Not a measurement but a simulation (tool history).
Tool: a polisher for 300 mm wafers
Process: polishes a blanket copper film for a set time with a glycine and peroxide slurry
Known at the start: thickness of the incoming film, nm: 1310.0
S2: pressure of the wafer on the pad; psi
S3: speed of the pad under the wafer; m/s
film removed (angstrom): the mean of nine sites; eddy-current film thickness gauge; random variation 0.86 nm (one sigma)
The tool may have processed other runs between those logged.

run 1 hour=0 | flow_of_slurry_(ml/min)=255 S2=2.3 S3=0.92 polishing_time_(s)=36 | film_removed_(angstrom)=1622.2
run 2 hour=1.8 | flow_of_slurry_(ml/min)=255 S2=2.3 S3=1.1 polishing_time_(s)=36 | film_removed_(angstrom)=1875.7
run 3 hour=8.7 | flow_of_slurry_(ml/min)=255 S2=2 S3=1.02 polishing_time_(s)=36 | film_removed_(angstrom)=1575.8
run 4 hour=15.7 | flow_of_slurry_(ml/min)=255 S2=1.8 S3=0.96 polishing_time_(s)=36 | film_removed_(angstrom)=1381.2
run 5 hour=20.8 | flow_of_slurry_(ml/min)=200 S2=1.8 S3=0.96 polishing_time_(s)=36 | film_removed_(angstrom)=1360.1
run 6 hour=25.4 | flow_of_slurry_(ml/min)=200 S2=1.8 S3=0.96 polishing_time_(s)=33 | film_removed_(angstrom)=1242.1

Expected results for the next run?
run 7 hour=32.8 | flow_of_slurry_(ml/min)=195 S2=1.6 S3=0.96 polishing_time_(s)=33 | film_removed_(angstrom)=?

{"run 7": {"film removed (angstrom)": 1121.8}}
